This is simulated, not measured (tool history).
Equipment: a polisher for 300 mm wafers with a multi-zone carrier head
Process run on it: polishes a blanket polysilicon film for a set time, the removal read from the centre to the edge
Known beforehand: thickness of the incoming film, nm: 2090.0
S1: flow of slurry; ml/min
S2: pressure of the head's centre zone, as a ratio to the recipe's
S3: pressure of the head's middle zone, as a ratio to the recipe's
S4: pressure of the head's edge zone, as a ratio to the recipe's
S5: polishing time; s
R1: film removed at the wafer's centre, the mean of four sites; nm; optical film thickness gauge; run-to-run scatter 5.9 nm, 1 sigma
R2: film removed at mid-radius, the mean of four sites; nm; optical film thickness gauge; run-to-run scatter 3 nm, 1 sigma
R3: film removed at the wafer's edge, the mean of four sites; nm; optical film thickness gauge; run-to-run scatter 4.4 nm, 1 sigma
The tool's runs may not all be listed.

run  hour   S1    S2    S3    S4  S5      R1      R2      R3
  1     0  235     1     1     1  90  737.35  705.73  703.61
  2   1.2  235  0.98  1.01  0.97  83  656.42  651.51  643.72
  3   4.5  235  0.98  1.01   0.9  83  664.04  658.48  621.67
  4   8.1  275  0.98  1.01   0.9  83  666.12  661.18  632.54
  5  10.2  275  0.98  1.08   0.9  83  658.74  696.97  641.81
  6  13.2  220  0.98  1.08   0.9  83  644.16  677.27  624.98
  7  20.1  215  0.97  1.09  0.88  78  604.98  647.53  586.45
  8  24.8  210  0.96  1.09  0.87  74  549.83  607.45  545.54

Forecast run 9:
  9  33.4  200  0.96  1.09  0.86  72   ?   ?   ?

For run 9 the tool returned R1 543.62 nm, R2 592.38 nm, R3 525.27 nm.
